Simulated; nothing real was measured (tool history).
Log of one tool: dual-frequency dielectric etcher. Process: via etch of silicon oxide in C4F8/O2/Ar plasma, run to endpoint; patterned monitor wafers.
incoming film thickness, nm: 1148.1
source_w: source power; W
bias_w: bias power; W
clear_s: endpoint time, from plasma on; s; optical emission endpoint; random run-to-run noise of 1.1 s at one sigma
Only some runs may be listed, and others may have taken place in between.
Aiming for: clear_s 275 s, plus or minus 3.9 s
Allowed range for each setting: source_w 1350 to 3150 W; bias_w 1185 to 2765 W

run  hour  source_w  bias_w  clear_s
  1     0      2250    1975   232.19
  2   6.1      2080    1947   243.71
  3  15.1      2080    2186    234.1
  4  18.8      2080    1982   241.01
  5  24.7      1960    1971   250.45
  6  28.9      2140    1971   238.56
  7  31.6      2020    1962   245.58
  8  33.9      1920    1954   252.67
  9  36.8      1850    1949   256.41
 10    44      1790    1944   260.82
 11  45.9      1490    1914   288.46
 12  47.4      1520    1916    285.3
 13  56.2      1550    1918   282.02
 14  58.2      1570    1919   280.18
 15  64.6      1680    1931   269.51

Next run, 5 choices. One meets every target within its allowed miss, the rest don't. Which?
  A    71      1750    1571        ?
  B    71      1640    2259        ?
  C    71      1740    1769        ?
  D    71      1420    2053        ?
  E    71      1520    2315        ?

move  clear_s
   A    285.5
   B   260.34
   C   275.02
   D   289.61
   E   268.13
A: carries the result that was furthest off beyond its target, to the other side
B: misses by more than the last run did
C: all results land within tolerance of their targets
D: carries the result that was furthest off beyond its target, to the other side
E: misses by more than the last run did
C meets every target.

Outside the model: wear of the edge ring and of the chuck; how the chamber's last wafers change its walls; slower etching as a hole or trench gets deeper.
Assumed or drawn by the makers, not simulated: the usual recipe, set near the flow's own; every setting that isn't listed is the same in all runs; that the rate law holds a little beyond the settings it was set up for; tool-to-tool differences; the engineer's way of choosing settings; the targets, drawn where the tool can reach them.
